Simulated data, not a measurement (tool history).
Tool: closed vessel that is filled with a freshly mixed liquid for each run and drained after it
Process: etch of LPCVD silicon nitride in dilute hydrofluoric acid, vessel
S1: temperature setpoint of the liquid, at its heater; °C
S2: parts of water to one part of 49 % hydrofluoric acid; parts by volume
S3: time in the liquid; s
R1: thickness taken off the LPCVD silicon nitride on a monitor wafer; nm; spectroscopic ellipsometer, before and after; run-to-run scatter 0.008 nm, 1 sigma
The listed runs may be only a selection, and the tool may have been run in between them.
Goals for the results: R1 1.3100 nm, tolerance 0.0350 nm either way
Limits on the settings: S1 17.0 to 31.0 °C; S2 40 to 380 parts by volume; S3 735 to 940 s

run  hour    S1   S2   S3      R1
  1   0.0  23.0  210  940  2.3799
  2   5.8  23.0  210  735  1.8661
  3   6.8  26.0  210  735  2.2337
  4  11.8  26.0  210  940  2.8940
  5  20.7  27.5  210  940  3.1464
  6  22.6  27.5  235  940  2.7853
  7  26.7  26.0  235  940  2.6001
  8  33.8  24.5  240  940  2.3122
  9  35.0  23.5  245  940  2.1100
 10  40.6  22.5  250  940  1.9460
 11  46.8  18.5  270  940  1.3870
 12  52.4  18.0  270  940  1.3463

Pick the move, out of 5, that brings all results within their allowed miss; only one does.
  A  58.0  17.0  250  910   ?
  B  58.0  18.0  205  760   ?
  C  58.0  17.5  250  940   ?
  D  58.0  17.0  225  890   ?
  E  58.0  17.5  285  940   ?

move      R1
   A  1.3306
   B  1.4364
   C  1.4208
   D  1.4390
   E  1.2537
A: all results land within tolerance of their targets
B: moves away from the targets compared with the last run
C: moves away from the targets compared with the last run
D: moves away from the targets compared with the last run
E: pushes the last run's worst result past its target
The move that meets every target is A.

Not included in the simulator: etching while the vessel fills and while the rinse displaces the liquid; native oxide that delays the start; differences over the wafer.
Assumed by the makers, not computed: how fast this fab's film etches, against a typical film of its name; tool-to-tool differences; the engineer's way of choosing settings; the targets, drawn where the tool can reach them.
